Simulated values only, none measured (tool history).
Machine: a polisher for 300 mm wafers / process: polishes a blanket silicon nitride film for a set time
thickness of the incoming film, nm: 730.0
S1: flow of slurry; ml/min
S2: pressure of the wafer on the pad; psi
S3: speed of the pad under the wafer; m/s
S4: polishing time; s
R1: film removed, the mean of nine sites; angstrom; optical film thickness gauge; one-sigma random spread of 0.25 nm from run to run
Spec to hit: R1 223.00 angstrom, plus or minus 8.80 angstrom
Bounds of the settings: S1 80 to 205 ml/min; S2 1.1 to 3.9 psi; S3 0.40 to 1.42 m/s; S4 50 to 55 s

run 1 hour=0.0 | S1=135 S2=2.5 S3=0.90 S4=55 | R1=539.38
run 2 hour=6.2 | S1=130 S2=2.0 S3=0.80 S4=54 | R1=388.15
run 3 hour=14.1 | S1=150 S2=2.0 S3=0.80 S4=54 | R1=397.51
run 4 hour=21.5 | S1=150 S2=1.7 S3=0.74 S4=54 | R1=322.46
run 5 hour=26.5 | S1=150 S2=1.5 S3=0.72 S4=54 | R1=276.65
run 6 hour=32.3 | S1=150 S2=1.5 S3=0.72 S4=55 | R1=286.14
run 7 hour=34.9 | S1=150 S2=1.4 S3=0.70 S4=55 | R1=260.36
run 8 hour=40.1 | S1=135 S2=1.1 S3=0.70 S4=55 | R1=201.12
run 9 hour=47.5 | S1=160 S2=1.1 S3=0.70 S4=55 | R1=208.72

4 next moves are on the table. One of them brings every result within its allowed miss. Which?
run A hour=54.9 | S1=160 S2=1.4 S3=0.52 S4=55 | R1=?
run B hour=54.9 | S1=170 S2=1.3 S3=0.72 S4=55 | R1=?
run C hour=54.9 | S1=160 S2=1.5 S3=0.48 S4=55 | R1=?
run D hour=54.9 | S1=160 S2=1.2 S3=0.72 S4=52 | R1=?

move=A R1=207.60
move=B R1=253.70
move=C R1=207.90
move=D R1=220.17
A: its largest miss is bigger than the last run's
B: the result that was furthest off in the last run now lies on the other side of its target
C: its largest miss is bigger than the last run's
D: every result lands within tolerance
So the answer is move D, the one that meets all the targets.
